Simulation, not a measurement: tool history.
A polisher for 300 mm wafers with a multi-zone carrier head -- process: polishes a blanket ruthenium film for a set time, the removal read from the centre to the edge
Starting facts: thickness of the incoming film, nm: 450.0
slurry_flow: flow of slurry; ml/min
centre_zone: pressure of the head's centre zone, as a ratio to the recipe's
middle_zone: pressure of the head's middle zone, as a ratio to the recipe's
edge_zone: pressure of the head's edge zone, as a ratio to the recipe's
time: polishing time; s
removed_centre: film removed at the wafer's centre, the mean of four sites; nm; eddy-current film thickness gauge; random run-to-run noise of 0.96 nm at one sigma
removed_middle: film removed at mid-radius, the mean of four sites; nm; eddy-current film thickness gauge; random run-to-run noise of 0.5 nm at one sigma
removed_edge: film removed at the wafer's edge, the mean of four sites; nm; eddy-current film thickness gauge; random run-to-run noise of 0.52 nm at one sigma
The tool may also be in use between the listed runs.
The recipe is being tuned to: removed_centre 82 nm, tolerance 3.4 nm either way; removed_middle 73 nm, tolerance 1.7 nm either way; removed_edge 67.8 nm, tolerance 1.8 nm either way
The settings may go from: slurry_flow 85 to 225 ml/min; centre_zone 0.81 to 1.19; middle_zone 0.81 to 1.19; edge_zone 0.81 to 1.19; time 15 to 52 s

Run 1, hour 0: slurry_flow 145 ml/min, centre_zone 1, middle_zone 1, edge_zone 1, time 33 s. Result: removed_centre 53.565 nm, removed_middle 52.753 nm, removed_edge 55.476 nm.
Run 2, hour 7.2: slurry_flow 145 ml/min, centre_zone 0.96, middle_zone 1, edge_zone 1, time 33 s. Result: removed_centre 51.791 nm, removed_middle 53.108 nm, removed_edge 55.402 nm.
Run 3, hour 9: slurry_flow 155 ml/min, centre_zone 0.98, middle_zone 1.01, edge_zone 1, time 33 s. Result: removed_centre 55.359 nm, removed_middle 54.503 nm, removed_edge 55.637 nm.
Run 4, hour 14.9: slurry_flow 155 ml/min, centre_zone 0.98, middle_zone 1.01, edge_zone 1, time 39 s. Result: removed_centre 63.884 nm, removed_middle 65.294 nm, removed_edge 66.548 nm.
Run 5, hour 16.6: slurry_flow 155 ml/min, centre_zone 0.98, middle_zone 1.01, edge_zone 1, time 42 s. Result: removed_centre 70.071 nm, removed_middle 70.017 nm, removed_edge 70.793 nm.
Run 6, hour 23.7: slurry_flow 160 ml/min, centre_zone 0.99, middle_zone 1.01, edge_zone 0.99, time 42 s. Result: removed_centre 69.932 nm, removed_middle 68.865 nm, removed_edge 70.577 nm.
At hour 26.2: edge zone pressure recalibrated.
Run 7, hour 26.2: slurry_flow 165 ml/min, centre_zone 1, middle_zone 1.02, edge_zone 0.98, time 42 s. Result: removed_centre 72.379 nm, removed_middle 70.713 nm, removed_edge 68.846 nm.
Run 8, hour 32.2: slurry_flow 170 ml/min, centre_zone 1.01, middle_zone 1.02, edge_zone 0.98, time 42 s. Result: removed_centre 73.277 nm, removed_middle 71.377 nm, removed_edge 68.293 nm.

4 candidate next runs follow, results not yet known. Just one meets every target within its allowed miss. Identify it.
Run A, hour 38.2: slurry_flow 195 ml/min, centre_zone 1.19, middle_zone 1.02, edge_zone 0.91, time 42 s. Result: removed_centre ?, removed_middle ?, removed_edge ?.
Run B, hour 38.2: slurry_flow 225 ml/min, centre_zone 1.05, middle_zone 1.13, edge_zone 0.82, time 40 s. Result: removed_centre ?, removed_middle ?, removed_edge ?.
Run C, hour 38.2: slurry_flow 205 ml/min, centre_zone 1.11, middle_zone 1.03, edge_zone 0.93, time 41 s. Result: removed_centre ?, removed_middle ?, removed_edge ?.
Run D, hour 38.2: slurry_flow 140 ml/min, centre_zone 1.02, middle_zone 1.06, edge_zone 1.05, time 42 s. Result: removed_centre ?, removed_middle ?, removed_edge ?.

move  removed_centre  removed_middle  removed_edge
   A          88.562          73.381        67.561
   B           76.14          77.917        62.547
   C          81.293          72.805        66.922
   D          70.713          71.295        68.656
A: the result that was furthest off in the last run now lies on the other side of its target
B: the biggest miss grows against the last run
C: all results land within tolerance of their targets
D: the biggest miss grows against the last run
C is the move that brings every result within its allowed miss.
